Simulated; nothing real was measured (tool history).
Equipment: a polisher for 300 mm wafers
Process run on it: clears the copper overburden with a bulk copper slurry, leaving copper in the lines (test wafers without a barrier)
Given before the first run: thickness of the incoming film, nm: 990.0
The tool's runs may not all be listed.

run	hour	flow of slurry (ml/min)	pressure of the wafer on the pad (psi)	speed of the pad under the wafer (cm/s)	abrasive content of the slurry	overpolish time after the end point (s)	time until the end point was called (s)	dishing of a wide line in a test structure (nm)
1	0.0	200	1.9	130	1.00	19	146.990	47.756
2	0.8	200	2.0	130	1.00	19	140.570	52.096
3	9.2	200	2.0	98	1.00	19	183.180	47.228
4	15.0	200	2.0	98	1.00	26	185.240	49.550
5	18.7	200	2.0	98	0.80	26	192.460	52.583
6	24.5	200	2.2	100	0.85	24	174.270	52.846
7	30.5	200	2.4	106	0.90	22	147.280	51.876
8	34.8	200	2.5	110	0.90	22	138.450	54.952
9	38.6	200	2.6	114	0.90	21	126.560	55.435
10	40.4	200	2.7	116	0.90	20	124.600	56.317

Run 11 comes next. What will it give?
11	47.1	205	3.0	142	0.95	13	?	?

{"run 11": {"time until the end point was called (s)": 87.486, "dishing of a wide line in a test structure (nm)": 55.938}}
